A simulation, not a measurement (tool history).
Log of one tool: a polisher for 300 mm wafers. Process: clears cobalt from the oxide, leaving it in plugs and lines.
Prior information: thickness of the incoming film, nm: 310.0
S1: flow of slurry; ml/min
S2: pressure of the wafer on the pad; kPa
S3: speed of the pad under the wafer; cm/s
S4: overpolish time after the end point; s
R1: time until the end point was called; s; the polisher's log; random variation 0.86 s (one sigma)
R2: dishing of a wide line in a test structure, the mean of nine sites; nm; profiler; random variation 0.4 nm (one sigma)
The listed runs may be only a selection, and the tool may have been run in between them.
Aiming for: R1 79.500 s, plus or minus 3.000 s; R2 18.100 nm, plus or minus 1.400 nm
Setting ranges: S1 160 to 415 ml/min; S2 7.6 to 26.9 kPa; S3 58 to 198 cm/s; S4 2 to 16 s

run 1 hour=0.0 | S1=265 S2=17.2 S3=128 S4=8 | R1=43.391 R2=25.011
run 2 hour=5.2 | S1=265 S2=17.2 S3=146 S4=8 | R1=38.528 R2=24.969
run 3 hour=7.0 | S1=265 S2=15.9 S3=142 S4=8 | R1=42.905 R2=23.447
run 4 hour=9.5 | S1=265 S2=14.5 S3=140 S4=8 | R1=46.780 R2=22.249
run 5 hour=13.1 | S1=265 S2=16.5 S3=140 S4=8 | R1=42.032 R2=25.374
run 6 hour=18.6 | S1=265 S2=16.5 S3=170 S4=8 | R1=34.852 R2=24.837
run 7 hour=25.1 | S1=260 S2=15.2 S3=162 S4=8 | R1=39.631 R2=24.436
-- hour=33.2 slurry nozzle cleaned
run 8 hour=33.2 | S1=255 S2=10.3 S3=126 S4=4 | R1=70.335 R2=12.152
run 9 hour=38.5 | S1=255 S2=10.3 S3=124 S4=5 | R1=70.201 R2=14.543

5 candidate next runs follow, results not yet known. Just one meets every target within its allowed miss. Identify it.
run A hour=43.8 | S1=255 S2=10.3 S3=116 S4=6 | R1=? R2=?
run B hour=43.8 | S1=290 S2=13.8 S3=106 S4=5 | R1=? R2=?
run C hour=43.8 | S1=225 S2=9.7 S3=118 S4=8 | R1=? R2=?
run D hour=43.8 | S1=215 S2=9.7 S3=160 S4=6 | R1=? R2=?
run E hour=43.8 | S1=270 S2=11.0 S3=142 S4=5 | R1=? R2=?

move=A R1=75.620 R2=15.565
move=B R1=61.778 R2=15.759
move=C R1=80.665 R2=17.975
move=D R1=60.379 R2=17.964
move=E R1=58.070 R2=16.412
A: closer than the last run, but not yet in spec
B: its largest miss is bigger than the last run's
C: all results land within tolerance of their targets
D: its largest miss is bigger than the last run's
E: its largest miss is bigger than the last run's
C is the move that brings every result within its allowed miss.

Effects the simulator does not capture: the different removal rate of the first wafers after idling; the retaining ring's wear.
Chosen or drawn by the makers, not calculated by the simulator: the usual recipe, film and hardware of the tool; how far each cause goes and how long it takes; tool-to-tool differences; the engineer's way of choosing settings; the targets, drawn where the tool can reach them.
